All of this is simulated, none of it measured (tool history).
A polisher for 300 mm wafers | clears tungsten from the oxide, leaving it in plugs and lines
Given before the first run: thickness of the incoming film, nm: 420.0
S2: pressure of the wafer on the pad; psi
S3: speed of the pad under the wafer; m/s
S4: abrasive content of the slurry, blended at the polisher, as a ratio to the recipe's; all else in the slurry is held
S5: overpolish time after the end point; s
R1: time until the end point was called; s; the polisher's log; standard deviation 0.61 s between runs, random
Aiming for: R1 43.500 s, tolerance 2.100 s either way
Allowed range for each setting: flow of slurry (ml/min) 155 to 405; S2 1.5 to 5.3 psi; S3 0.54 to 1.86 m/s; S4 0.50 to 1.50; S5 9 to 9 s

run 1 hour=0.0 | flow_of_slurry_(ml/min)=260 S2=3.4 S3=1.18 S4=1.00 S5=9 | R1=90.225
run 2 hour=6.8 | flow_of_slurry_(ml/min)=260 S2=3.4 S3=1.32 S4=1.00 S5=9 | R1=80.996
run 3 hour=15.2 | flow_of_slurry_(ml/min)=260 S2=3.4 S3=1.32 S4=1.20 S5=9 | R1=78.276
run 4 hour=22.4 | flow_of_slurry_(ml/min)=260 S2=3.4 S3=1.32 S4=1.20 S5=9 | R1=76.909
run 5 hour=31.0 | flow_of_slurry_(ml/min)=315 S2=3.4 S3=1.32 S4=1.20 S5=9 | R1=75.349
-- hour=33.6 slurry tank refilled with fresh slurry and peroxide
run 6 hour=33.6 | flow_of_slurry_(ml/min)=315 S2=3.4 S3=1.32 S4=1.20 S5=9 | R1=68.771
run 7 hour=37.8 | flow_of_slurry_(ml/min)=335 S2=3.7 S3=1.32 S4=1.20 S5=9 | R1=62.389
run 8 hour=41.1 | flow_of_slurry_(ml/min)=345 S2=3.9 S3=1.32 S4=1.20 S5=9 | R1=57.129
run 9 hour=43.8 | flow_of_slurry_(ml/min)=355 S2=4.1 S3=1.32 S4=1.20 S5=9 | R1=56.806
run 10 hour=50.4 | flow_of_slurry_(ml/min)=360 S2=4.3 S3=1.32 S4=1.20 S5=9 | R1=53.403
run 11 hour=51.2 | flow_of_slurry_(ml/min)=365 S2=4.5 S3=1.32 S4=1.20 S5=9 | R1=51.414
run 12 hour=55.8 | flow_of_slurry_(ml/min)=370 S2=4.6 S3=1.32 S4=1.20 S5=9 | R1=49.649
run 13 hour=61.2 | flow_of_slurry_(ml/min)=375 S2=4.7 S3=1.32 S4=1.20 S5=9 | R1=49.639
run 14 hour=68.3 | flow_of_slurry_(ml/min)=380 S2=4.8 S3=1.32 S4=1.20 S5=9 | R1=47.227
run 15 hour=73.7 | flow_of_slurry_(ml/min)=385 S2=4.9 S3=1.32 S4=1.20 S5=9 | R1=47.226

Of the 4 settings listed for the next run, only one would bring every result within its allowed miss of target. Which one?
run A hour=79.1 | flow_of_slurry_(ml/min)=405 S2=4.3 S3=1.34 S4=1.40 S5=9 | R1=?
run B hour=79.1 | flow_of_slurry_(ml/min)=375 S2=5.3 S3=1.24 S4=1.35 S5=9 | R1=?
run C hour=79.1 | flow_of_slurry_(ml/min)=405 S2=4.7 S3=1.34 S4=1.15 S5=9 | R1=?
run D hour=79.1 | flow_of_slurry_(ml/min)=405 S2=4.1 S3=1.56 S4=1.10 S5=9 | R1=?

move=A R1=49.185
move=B R1=43.932
move=C R1=47.863
move=D R1=47.807
A: further off than the last run
B: meets every target
C: further off than the last run
D: further off than the last run
Move B is the one to make.
